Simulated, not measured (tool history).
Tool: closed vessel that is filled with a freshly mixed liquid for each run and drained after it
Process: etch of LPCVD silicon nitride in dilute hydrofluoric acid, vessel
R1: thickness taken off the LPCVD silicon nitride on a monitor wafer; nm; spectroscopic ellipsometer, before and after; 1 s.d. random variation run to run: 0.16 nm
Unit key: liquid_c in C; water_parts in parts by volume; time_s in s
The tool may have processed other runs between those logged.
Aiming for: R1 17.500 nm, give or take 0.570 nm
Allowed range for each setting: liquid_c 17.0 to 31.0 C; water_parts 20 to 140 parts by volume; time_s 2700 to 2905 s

Run 1, hour 0.0: liquid_c 23.0 C, water_parts 75 parts by volume, time_s 2700 s. Result: R1 14.539 nm.
Run 2, hour 4.0: liquid_c 23.0 C, water_parts 75 parts by volume, time_s 2905 s. Result: R1 16.065 nm.
Run 3, hour 9.9: liquid_c 23.0 C, water_parts 90 parts by volume, time_s 2905 s. Result: R1 13.166 nm.
Run 4, hour 13.4: liquid_c 24.0 C, water_parts 90 parts by volume, time_s 2905 s. Result: R1 14.419 nm.
Run 5, hour 18.4: liquid_c 26.0 C, water_parts 90 parts by volume, time_s 2905 s. Result: R1 16.028 nm.
Run 6, hour 25.6: liquid_c 26.0 C, water_parts 70 parts by volume, time_s 2905 s. Result: R1 20.568 nm.
Run 7, hour 31.7: liquid_c 25.5 C, water_parts 70 parts by volume, time_s 2905 s. Result: R1 20.256 nm.
Run 8, hour 40.2: liquid_c 25.0 C, water_parts 70 parts by volume, time_s 2905 s. Result: R1 19.299 nm.
Run 9, hour 46.5: liquid_c 24.5 C, water_parts 70 parts by volume, time_s 2905 s. Result: R1 18.683 nm.
Run 10, hour 50.9: liquid_c 24.0 C, water_parts 70 parts by volume, time_s 2905 s. Result: R1 18.186 nm.

Which one of the following 5 next-run settings gets every result inside its allowed miss? There is exactly one.
Run A, hour 55.3: liquid_c 26.5 C, water_parts 75 parts by volume, time_s 2775 s. Result: R1 ?.
Run B, hour 55.3: liquid_c 22.0 C, water_parts 65 parts by volume, time_s 2740 s. Result: R1 ?.
Run C, hour 55.3: liquid_c 23.0 C, water_parts 65 parts by volume, time_s 2795 s. Result: R1 ?.
Run D, hour 55.3: liquid_c 21.5 C, water_parts 55 parts by volume, time_s 2780 s. Result: R1 ?.
Run E, hour 55.3: liquid_c 22.0 C, water_parts 65 parts by volume, time_s 2750 s. Result: R1 ?.

move      R1
   A  18.996
   B  15.996
   C  17.461
   D  18.467
   E  16.055
A: lands further from the targets than the last run did
B: moves the result that the last run missed by most past its target, out the other side
C: every result lands within tolerance
D: lands further from the targets than the last run did
E: moves the result that the last run missed by most past its target, out the other side
The move that meets every target is C.
